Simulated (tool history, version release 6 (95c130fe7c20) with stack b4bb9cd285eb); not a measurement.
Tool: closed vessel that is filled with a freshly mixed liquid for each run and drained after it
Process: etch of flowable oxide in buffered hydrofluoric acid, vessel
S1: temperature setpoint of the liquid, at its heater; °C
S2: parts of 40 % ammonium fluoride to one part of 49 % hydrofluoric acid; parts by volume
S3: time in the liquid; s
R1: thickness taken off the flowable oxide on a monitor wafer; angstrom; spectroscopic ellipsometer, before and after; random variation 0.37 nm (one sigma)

Run 1, hour 0: S1 21 °C, S2 23 parts by volume, S3 35 s. Result: R1 518.22 angstrom.
Run 2, hour 4.5: S1 21.5 °C, S2 23 parts by volume, S3 35 s. Result: R1 529.12 angstrom.
Run 3, hour 12.6: S1 21.5 °C, S2 23 parts by volume, S3 35 s. Result: R1 530 angstrom.
Run 4, hour 13.6: S1 19 °C, S2 23 parts by volume, S3 35 s. Result: R1 463.85 angstrom.
Run 5, hour 21.3: S1 20.5 °C, S2 23 parts by volume, S3 35 s. Result: R1 504.74 angstrom.
Run 6, hour 24.4: S1 20.5 °C, S2 17 parts by volume, S3 35 s. Result: R1 650.24 angstrom.

Forecast run 7:
Run 7, hour 30.5: S1 20 °C, S2 17 parts by volume, S3 35 s. Result: R1 ?.

Run 7 gave R1 632.33 angstrom.

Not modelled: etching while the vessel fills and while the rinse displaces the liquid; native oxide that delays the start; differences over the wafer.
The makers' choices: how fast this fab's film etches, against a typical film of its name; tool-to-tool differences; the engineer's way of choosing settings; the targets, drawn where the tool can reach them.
